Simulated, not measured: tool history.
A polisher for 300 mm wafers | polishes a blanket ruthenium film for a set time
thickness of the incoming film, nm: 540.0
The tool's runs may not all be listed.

| run | hour | flow of slurry (ml/min) | pressure of the wafer on the pad (kPa) | speed of the pad under the wafer (m/s) | polishing time (s) | film removed (Å) |
|---|---|---|---|---|---|---|
| 1 | 0.0 | 305 | 15.9 | 0.92 | 104 | 1329.9 |
| 2 | 6.0 | 265 | 15.9 | 0.92 | 104 | 1337.3 |
| 3 | 13.0 | 265 | 12.4 | 0.92 | 104 | 1009.9 |
| 4 | 14.4 | 265 | 13.8 | 0.92 | 104 | 1146.1 |
| 5 | 16.9 | 265 | 14.5 | 0.92 | 104 | 1209.3 |
| 6 | 25.6 | 265 | 16.5 | 0.92 | 104 | 1368.0 |

Forecast run 7:
| 7 | 30.4 | 270 | 17.2 | 0.92 | 104 | ? |

{"run 7": {"film removed (Å)": 1446.9}}

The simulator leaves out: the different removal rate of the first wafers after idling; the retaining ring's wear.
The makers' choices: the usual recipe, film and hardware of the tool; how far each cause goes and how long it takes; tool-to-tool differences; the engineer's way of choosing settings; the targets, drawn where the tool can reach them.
